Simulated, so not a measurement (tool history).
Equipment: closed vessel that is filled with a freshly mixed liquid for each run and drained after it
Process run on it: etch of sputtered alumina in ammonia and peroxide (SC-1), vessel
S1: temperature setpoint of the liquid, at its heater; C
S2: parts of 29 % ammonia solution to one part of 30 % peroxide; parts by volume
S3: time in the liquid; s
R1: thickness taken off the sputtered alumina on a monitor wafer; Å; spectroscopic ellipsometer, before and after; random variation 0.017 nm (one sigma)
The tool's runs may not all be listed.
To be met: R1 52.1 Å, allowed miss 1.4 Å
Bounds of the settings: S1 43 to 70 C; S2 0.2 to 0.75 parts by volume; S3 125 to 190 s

run    day    S1    S2   S3      R1
  1      0    59  0.45  190  105.13
  2  0.058    59  0.45  125  68.819
  3  0.421    59  0.45  190   104.1
  4  0.471    59  0.45  190  105.25
  5  0.517    57  0.45  190  94.515
  6  0.854    57  0.35  190  91.694
  7  1.146    55  0.35  190  82.769
  8  1.308  53.5  0.35  190  76.604
  9  1.529  52.5  0.35  190  72.418
 10  1.629  51.5  0.35  190  68.736
 11  1.771  50.5  0.35  190  65.296
 12  2.029    50  0.35  190  63.484
 13  2.204  49.5  0.35  190  61.574
 14  2.375    49  0.35  190    59.9
 15  2.583  48.5  0.35  190  58.115
 16  2.838    48  0.35  190  56.633
 17  3.025    47  0.35  190  53.515

Which one of the following 5 next-run settings gets every result inside its allowed miss? There is exactly one.
  A  3.212    48  0.35  190   ?
  B  3.212  47.5  0.35  190   ?
  C  3.212    47  0.35  185   ?
  D  3.212    46  0.25  190   ?
  E  3.212  47.5   0.4  190   ?

move      R1
   A  56.565
   B  55.007
   C  52.079
   D  48.959
   E   55.71
A: its largest miss is bigger than the last run's
B: its largest miss is bigger than the last run's
C: all results land within tolerance of their targets
D: the result that was furthest off in the last run now lies on the other side of its target
E: its largest miss is bigger than the last run's
The right move is C.
